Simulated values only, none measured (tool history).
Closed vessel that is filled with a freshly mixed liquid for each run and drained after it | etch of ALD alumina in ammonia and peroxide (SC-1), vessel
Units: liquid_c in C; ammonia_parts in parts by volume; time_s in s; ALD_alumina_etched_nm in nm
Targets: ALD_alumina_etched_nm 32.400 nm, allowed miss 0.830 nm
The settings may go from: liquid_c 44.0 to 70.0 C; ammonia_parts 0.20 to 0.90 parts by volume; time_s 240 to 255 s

run  hour  liquid_c  ammonia_parts  time_s  ALD_alumina_etched_nm
  1   0.0      60.0           0.50     240                 22.248
  2   7.1      62.0           0.50     240                 24.763
  3   8.9      62.0           0.50     255                 26.285
  4  16.6      62.0           0.50     255                 25.943
  5  20.9      62.0           0.50     255                 25.862
  6  25.9      63.5           0.50     255                 28.178
     34.7  -- thermometer replaced
  7  34.7      64.5           0.50     255                 27.560
  8  41.4      66.0           0.55     255                 29.522
  9  50.3      66.5           0.55     255                 30.064
 10  55.2      67.0           0.55     255                 31.182

Which of these 5 next moves meets every target?
  A  60.1      66.5           0.65     255                      ?
  B  60.1      69.0           0.60     255                      ?
  C  60.1      68.0           0.75     255                      ?
  D  60.1      68.0           0.60     250                      ?
  E  60.1      70.0           0.40     255                      ?

move  ALD_alumina_etched_nm
   A                 30.877
   B                 34.615
   C                 33.678
   D                 32.330
   E                 34.962
A: further off than the last run
B: takes the result that was furthest off past its target
C: takes the result that was furthest off past its target
D: meets every target
E: takes the result that was furthest off past its target
The right move is D.
